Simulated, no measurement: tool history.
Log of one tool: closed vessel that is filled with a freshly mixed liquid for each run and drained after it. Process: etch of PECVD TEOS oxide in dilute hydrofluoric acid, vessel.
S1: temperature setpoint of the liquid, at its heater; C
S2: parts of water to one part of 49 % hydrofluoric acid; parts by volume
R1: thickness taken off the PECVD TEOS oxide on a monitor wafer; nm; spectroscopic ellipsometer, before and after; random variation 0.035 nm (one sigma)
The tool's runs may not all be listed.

{"run": 1, "hour": 0.0, "S1": 24.0, "S2": 145, "time in the liquid (s)": 30, "R1": 4.5607}
{"run": 2, "hour": 2.8, "S1": 23.0, "S2": 145, "time in the liquid (s)": 30, "R1": 4.275}
{"run": 3, "hour": 7.6, "S1": 22.5, "S2": 145, "time in the liquid (s)": 30, "R1": 4.3547}
{"run": 4, "hour": 11.9, "S1": 22.5, "S2": 145, "time in the liquid (s)": 30, "R1": 4.226}
{"run": 5, "hour": 19.0, "S1": 22.0, "S2": 145, "time in the liquid (s)": 30, "R1": 4.1172}
{"hour": 21.4, "done": "hydrofluoric acid flow meter replaced"}
{"run": 6, "hour": 21.4, "S1": 21.5, "S2": 145, "time in the liquid (s)": 30, "R1": 4.3828}

The next listed run, before its measurement:
{"run": 7, "hour": 29.8, "S1": 21.5, "S2": 150, "time in the liquid (s)": 30, "R1": "?"}

Run 7 gave R1 4.2581 nm.
